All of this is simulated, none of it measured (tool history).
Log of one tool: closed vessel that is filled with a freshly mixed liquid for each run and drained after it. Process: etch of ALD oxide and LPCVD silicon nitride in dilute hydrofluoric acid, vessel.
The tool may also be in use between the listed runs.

| run | day | temperature setpoint of the liquid (C) | parts of water to one part of 49 % hydrofluoric acid (parts by volume) | time in the liquid (s) | thickness taken off the ALD oxide on a monitor wafer (Å) | thickness taken off the LPCVD silicon nitride on a monitor wafer (Å) |
|---|---|---|---|---|---|---|
| 1 | 0 | 22 | 260 | 815 | 338.61 | 11.338 |
| 2 | 0.296 | 25 | 260 | 815 | 381.14 | 14.147 |
| 3 | 0.592 | 22.5 | 260 | 815 | 338 | 11.961 |
| 4 | 0.65 | 22.5 | 200 | 815 | 466.02 | 14.676 |
| 5 | 0.992 | 22.5 | 200 | 535 | 304.87 | 9.8204 |
| 6 | 1.333 | 22.5 | 200 | 775 | 447.29 | 15.165 |
|  | 1.625 | thermometer replaced |
| 7 | 1.625 | 21.5 | 240 | 775 | 376.91 | 12.639 |
| 8 | 1.708 | 20.5 | 280 | 730 | 281.88 | 9.834 |
| 9 | 1.908 | 20.5 | 280 | 730 | 284.05 | 10.278 |
| 10 | 2.25 | 19.5 | 295 | 655 | 227.55 | 7.9585 |
| 11 | 2.533 | 19 | 310 | 620 | 194.85 | 6.8432 |

The next listed run, before its measurement:
| 12 | 2.867 | 18.5 | 320 | 590 | ? | ? |

thickness taken off the ALD oxide on a monitor wafer (Å): 177.88
thickness taken off the LPCVD silicon nitride on a monitor wafer (Å): 6.3113
